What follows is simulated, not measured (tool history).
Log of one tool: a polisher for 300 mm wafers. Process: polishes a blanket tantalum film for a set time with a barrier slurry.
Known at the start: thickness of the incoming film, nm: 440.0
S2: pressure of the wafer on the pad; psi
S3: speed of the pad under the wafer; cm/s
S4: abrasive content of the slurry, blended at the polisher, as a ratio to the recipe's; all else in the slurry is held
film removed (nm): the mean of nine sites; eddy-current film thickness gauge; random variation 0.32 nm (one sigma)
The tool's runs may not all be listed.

{"run": 1, "hour": 0.0, "flow of slurry (ml/min)": 275, "S2": 1.8, "S3": 126, "S4": 1.0, "polishing time (s)": 29, "film removed (nm)": 53.365}
{"run": 2, "hour": 6.8, "flow of slurry (ml/min)": 275, "S2": 1.6, "S3": 126, "S4": 1.0, "polishing time (s)": 29, "film removed (nm)": 47.488}
{"run": 3, "hour": 15.2, "flow of slurry (ml/min)": 275, "S2": 1.6, "S3": 126, "S4": 0.85, "polishing time (s)": 29, "film removed (nm)": 43.994}
{"run": 4, "hour": 16.4, "flow of slurry (ml/min)": 275, "S2": 1.5, "S3": 126, "S4": 0.85, "polishing time (s)": 29, "film removed (nm)": 41.12}
{"run": 5, "hour": 18.6, "flow of slurry (ml/min)": 275, "S2": 1.4, "S3": 126, "S4": 0.85, "polishing time (s)": 29, "film removed (nm)": 38.592}
{"run": 6, "hour": 25.2, "flow of slurry (ml/min)": 275, "S2": 1.4, "S3": 140, "S4": 0.85, "polishing time (s)": 29, "film removed (nm)": 41.84}

Forecast run 7:
{"run": 7, "hour": 33.8, "flow of slurry (ml/min)": 275, "S2": 1.3, "S3": 140, "S4": 0.85, "polishing time (s)": 29, "film removed (nm)": "?"}

{"run 7": {"film removed (nm)": 39.141}}
